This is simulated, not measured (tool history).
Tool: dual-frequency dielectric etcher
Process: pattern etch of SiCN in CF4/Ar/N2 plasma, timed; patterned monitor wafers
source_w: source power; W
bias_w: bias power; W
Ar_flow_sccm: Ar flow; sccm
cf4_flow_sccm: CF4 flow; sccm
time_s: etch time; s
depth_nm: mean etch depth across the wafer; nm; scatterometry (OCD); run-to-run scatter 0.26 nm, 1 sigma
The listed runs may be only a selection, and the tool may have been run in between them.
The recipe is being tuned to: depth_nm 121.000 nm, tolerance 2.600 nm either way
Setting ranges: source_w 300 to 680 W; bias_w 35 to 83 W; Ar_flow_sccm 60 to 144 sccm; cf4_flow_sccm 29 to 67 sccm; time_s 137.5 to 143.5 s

Run 1, hour 0.0: source_w 490 W, bias_w 59 W, Ar_flow_sccm 102 sccm, cf4_flow_sccm 48 sccm, time_s 137.5 s. Result: depth_nm 108.190 nm.
Run 2, hour 5.2: source_w 510 W, bias_w 59 W, Ar_flow_sccm 102 sccm, cf4_flow_sccm 48 sccm, time_s 137.5 s. Result: depth_nm 112.160 nm.
Run 3, hour 6.0: source_w 470 W, bias_w 59 W, Ar_flow_sccm 102 sccm, cf4_flow_sccm 48 sccm, time_s 137.5 s. Result: depth_nm 104.720 nm.
Run 4, hour 12.0: source_w 410 W, bias_w 59 W, Ar_flow_sccm 102 sccm, cf4_flow_sccm 48 sccm, time_s 137.5 s. Result: depth_nm 94.419 nm.
Run 5, hour 12.9: source_w 450 W, bias_w 59 W, Ar_flow_sccm 102 sccm, cf4_flow_sccm 48 sccm, time_s 137.5 s. Result: depth_nm 101.610 nm.
At hour 19.5: bias power generator calibrated.
Run 6, hour 19.5: source_w 480 W, bias_w 59 W, Ar_flow_sccm 102 sccm, cf4_flow_sccm 48 sccm, time_s 137.5 s. Result: depth_nm 107.870 nm.
Run 7, hour 22.2: source_w 500 W, bias_w 59 W, Ar_flow_sccm 102 sccm, cf4_flow_sccm 48 sccm, time_s 137.5 s. Result: depth_nm 110.820 nm.
Run 8, hour 23.2: source_w 510 W, bias_w 59 W, Ar_flow_sccm 102 sccm, cf4_flow_sccm 48 sccm, time_s 137.5 s. Result: depth_nm 112.470 nm.
Run 9, hour 25.5: source_w 520 W, bias_w 59 W, Ar_flow_sccm 102 sccm, cf4_flow_sccm 48 sccm, time_s 137.5 s. Result: depth_nm 114.950 nm.

Which single option among these 4 for the next run brings every result within its allowed miss of target? Just one does.
Run A, hour 27.8: source_w 520 W, bias_w 61 W, Ar_flow_sccm 103 sccm, cf4_flow_sccm 45 sccm, time_s 139.0 s. Result: depth_nm ?.
Run B, hour 27.8: source_w 510 W, bias_w 55 W, Ar_flow_sccm 99 sccm, cf4_flow_sccm 52 sccm, time_s 140.5 s. Result: depth_nm ?.
Run C, hour 27.8: source_w 520 W, bias_w 71 W, Ar_flow_sccm 96 sccm, cf4_flow_sccm 38 sccm, time_s 139.5 s. Result: depth_nm ?.
Run D, hour 27.8: source_w 470 W, bias_w 64 W, Ar_flow_sccm 97 sccm, cf4_flow_sccm 43 sccm, time_s 140.0 s. Result: depth_nm ?.

move  depth_nm
   A   115.620
   B   114.960
   C   121.690
   D   110.640
A: better than the last run, though not everything is in spec
B: about as far from the targets as the last run
C: all results land within tolerance of their targets
D: lands further from the targets than the last run did
C is the move that brings every result within its allowed miss.
